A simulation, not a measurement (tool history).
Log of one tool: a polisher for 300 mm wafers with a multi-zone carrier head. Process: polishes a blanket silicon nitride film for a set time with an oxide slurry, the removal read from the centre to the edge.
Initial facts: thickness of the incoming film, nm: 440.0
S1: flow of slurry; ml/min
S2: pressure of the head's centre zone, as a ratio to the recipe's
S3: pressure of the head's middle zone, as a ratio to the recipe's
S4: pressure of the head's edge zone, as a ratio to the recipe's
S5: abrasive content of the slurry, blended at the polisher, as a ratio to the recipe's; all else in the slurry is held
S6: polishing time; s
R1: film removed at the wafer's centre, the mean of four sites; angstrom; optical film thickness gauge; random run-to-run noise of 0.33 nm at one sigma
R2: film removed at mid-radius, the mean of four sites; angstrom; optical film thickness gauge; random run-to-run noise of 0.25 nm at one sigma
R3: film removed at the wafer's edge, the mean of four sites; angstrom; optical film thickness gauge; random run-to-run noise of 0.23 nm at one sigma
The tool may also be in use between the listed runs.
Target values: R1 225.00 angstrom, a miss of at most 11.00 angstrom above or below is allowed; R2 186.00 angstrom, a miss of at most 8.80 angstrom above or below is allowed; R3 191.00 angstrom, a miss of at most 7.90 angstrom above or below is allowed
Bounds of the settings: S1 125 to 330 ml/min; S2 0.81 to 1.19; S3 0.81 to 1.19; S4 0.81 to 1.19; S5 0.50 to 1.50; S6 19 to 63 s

| run | hour | S1 | S2 | S3 | S4 | S5 | S6 | R1 | R2 | R3 |
|---|---|---|---|---|---|---|---|---|---|---|
| 1 | 0.0 | 210 | 1.00 | 1.00 | 1.00 | 1.00 | 41 | 233.38 | 236.01 | 242.99 |
| 2 | 6.1 | 210 | 1.02 | 0.99 | 0.98 | 0.95 | 41 | 234.53 | 227.47 | 231.98 |
| 3 | 12.9 | 210 | 1.02 | 0.92 | 0.98 | 0.95 | 41 | 233.11 | 218.80 | 231.20 |
| 4 | 21.0 | 210 | 1.02 | 0.92 | 0.94 | 0.95 | 41 | 235.38 | 218.76 | 227.87 |
| 5 | 26.5 | 210 | 1.03 | 0.91 | 0.93 | 0.90 | 41 | 230.23 | 207.00 | 214.92 |
| 6 | 30.7 | 210 | 0.96 | 0.91 | 0.93 | 0.90 | 41 | 208.28 | 208.77 | 219.28 |
| 7 | 31.8 | 205 | 0.98 | 0.90 | 0.91 | 0.90 | 41 | 211.47 | 206.35 | 209.20 |
| 8 | 39.1 | 200 | 0.99 | 0.88 | 0.90 | 0.90 | 41 | 211.10 | 207.21 | 214.58 |
| 9 | 43.1 | 210 | 1.00 | 0.88 | 0.90 | 0.85 | 41 | 209.92 | 195.65 | 209.34 |
| 10 | 44.6 | 210 | 1.02 | 0.88 | 0.89 | 0.85 | 41 | 216.61 | 195.90 | 205.15 |
| 11 | 47.0 | 210 | 1.03 | 0.88 | 0.88 | 0.85 | 41 | 219.96 | 198.84 | 203.17 |
| 12 | 47.6 | 210 | 1.04 | 0.87 | 0.87 | 0.85 | 41 | 219.32 | 194.76 | 197.30 |
| 13 | 48.4 | 210 | 1.05 | 0.86 | 0.87 | 0.85 | 41 | 224.14 | 194.31 | 199.31 |
|  | 50.3 | slurry nozzle cleaned |
| 14 | 50.3 | 210 | 1.05 | 0.86 | 0.87 | 0.85 | 41 | 237.75 | 202.99 | 208.42 |
| 15 | 55.2 | 210 | 1.05 | 0.86 | 0.86 | 0.85 | 41 | 234.89 | 200.99 | 206.27 |
| 16 | 63.4 | 210 | 1.05 | 0.86 | 0.85 | 0.85 | 41 | 233.41 | 199.58 | 208.26 |
| 17 | 68.1 | 205 | 1.06 | 0.86 | 0.85 | 0.85 | 41 | 240.64 | 197.40 | 204.82 |

Which single option among these 4 for the next run brings every result within its allowed miss of target? Just one does.
| A | 72.8 | 175 | 1.08 | 0.84 | 0.91 | 0.85 | 42 | ? | ? | ? |
| B | 72.8 | 250 | 1.11 | 0.89 | 0.90 | 0.90 | 35 | ? | ? | ? |
| C | 72.8 | 315 | 1.13 | 1.09 | 0.81 | 0.95 | 36 | ? | ? | ? |
| D | 72.8 | 220 | 0.93 | 0.83 | 0.94 | 0.80 | 46 | ? | ? | ? |

| move | R1 | R2 | R3 |
|---|---|---|---|
| A | 244.15 | 201.16 | 214.48 |
| B | 226.01 | 186.58 | 189.92 |
| C | 251.24 | 229.83 | 195.98 |
| D | 223.49 | 212.31 | 230.09 |
A: lands further from the targets than the last run did
B: every result within its allowed miss
C: brings the last run's worst result on target, with another outside its allowed miss
D: lands further from the targets than the last run did
B is the move that brings every result within its allowed miss.

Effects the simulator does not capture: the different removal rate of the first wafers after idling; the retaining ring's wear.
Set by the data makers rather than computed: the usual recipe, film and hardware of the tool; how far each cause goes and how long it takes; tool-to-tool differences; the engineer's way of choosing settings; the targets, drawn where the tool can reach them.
